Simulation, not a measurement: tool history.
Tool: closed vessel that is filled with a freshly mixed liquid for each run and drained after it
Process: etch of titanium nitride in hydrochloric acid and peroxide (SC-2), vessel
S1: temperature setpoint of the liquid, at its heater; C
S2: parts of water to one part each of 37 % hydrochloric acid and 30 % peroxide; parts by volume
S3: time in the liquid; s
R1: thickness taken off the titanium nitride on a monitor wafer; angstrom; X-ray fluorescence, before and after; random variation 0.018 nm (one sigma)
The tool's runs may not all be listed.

run  hour    S1   S2   S3      R1
  1   0.0  52.0  5.0  145  90.546
  2   8.9  52.0  6.5  145  75.320
  3  14.1  50.5  6.5  145  66.849
  4  19.5  50.5  5.5  145  76.821
  5  27.8  46.0  5.5  145  56.144
  6  34.3  45.0  5.5  145  52.831
  7  36.6  44.0  5.5  145  49.268
  8  38.4  43.5  5.5  145  47.879

Run 9 comes next. What will it give?
  9  41.2  43.0  5.5  145   ?

R1: 45.940 angstrom
